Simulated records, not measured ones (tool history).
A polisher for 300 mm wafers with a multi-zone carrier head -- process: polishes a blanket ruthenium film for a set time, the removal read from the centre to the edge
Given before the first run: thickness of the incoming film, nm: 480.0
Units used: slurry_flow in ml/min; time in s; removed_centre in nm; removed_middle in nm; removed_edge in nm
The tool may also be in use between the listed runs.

run	hour	slurry_flow	centre_zone	middle_zone	edge_zone	time	removed_centre	removed_middle	removed_edge
1	0	140	1	1	1	67	73.691	78.04	73.058
2	4.7	135	1	0.97	1.04	68	75.214	76.212	76.232
3	6.5	135	1	1.03	1.04	68	75.705	80.756	75.407
4	7.4	125	1	1	1.07	68	72.89	76.112	74.459
5	11.1	140	1	1	1.07	68	76.525	78.722	77.493
6	14.9	140	1.08	1	1.07	68	80.589	78.844	77.863
7	20.8	130	1.06	0.98	1.1	69	80.287	77.987	78.488
8	27	125	1.03	0.95	1.12	70	77.885	77.115	80.586
9	28.6	120	1.03	0.92	1.13	70	76.627	73.274	80.152
10	32.4	115	1.03	0.91	1.14	70	76.463	73.104	80.559

Expected results for the next run?
11	36.4	90	1.02	0.85	1.17	70	?	?	?

removed_centre: 68.953 nm
removed_middle: 63.44 nm
removed_edge: 77.113 nm

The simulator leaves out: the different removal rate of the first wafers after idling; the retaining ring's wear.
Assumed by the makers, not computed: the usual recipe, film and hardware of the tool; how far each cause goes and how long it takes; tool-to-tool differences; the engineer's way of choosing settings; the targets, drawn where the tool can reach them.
